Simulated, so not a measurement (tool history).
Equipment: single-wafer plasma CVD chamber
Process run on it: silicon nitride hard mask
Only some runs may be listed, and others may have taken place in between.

| run | hour | heater temperature setpoint (°C) | chamber pressure (mTorr) | RF power (W) | deposition time (s) | mean film thickness on the monitor wafer (nm) |
|---|---|---|---|---|---|---|
| 1 | 0 | 390 | 2020 | 250 | 52.8 | 50.732 |
| 2 | 1 | 390 | 2220 | 250 | 52.8 | 51.517 |
| 3 | 6 | 390 | 2330 | 265 | 52.9 | 54.301 |
| 4 | 8.1 | 390 | 2200 | 265 | 52.9 | 53.698 |
| 5 | 14.5 | 390 | 1850 | 265 | 52.9 | 51.92 |
|  | 17.2 | RF generator calibrated |
| 6 | 17.2 | 390 | 2040 | 280 | 53 | 57.896 |
| 7 | 22.4 | 390 | 2160 | 285 | 53 | 59.221 |

For run 8, what comes out?
| 8 | 28.4 | 390 | 2260 | 285 | 53 | ? |

Run 8 came out at mean film thickness on the monitor wafer (nm) 59.662.

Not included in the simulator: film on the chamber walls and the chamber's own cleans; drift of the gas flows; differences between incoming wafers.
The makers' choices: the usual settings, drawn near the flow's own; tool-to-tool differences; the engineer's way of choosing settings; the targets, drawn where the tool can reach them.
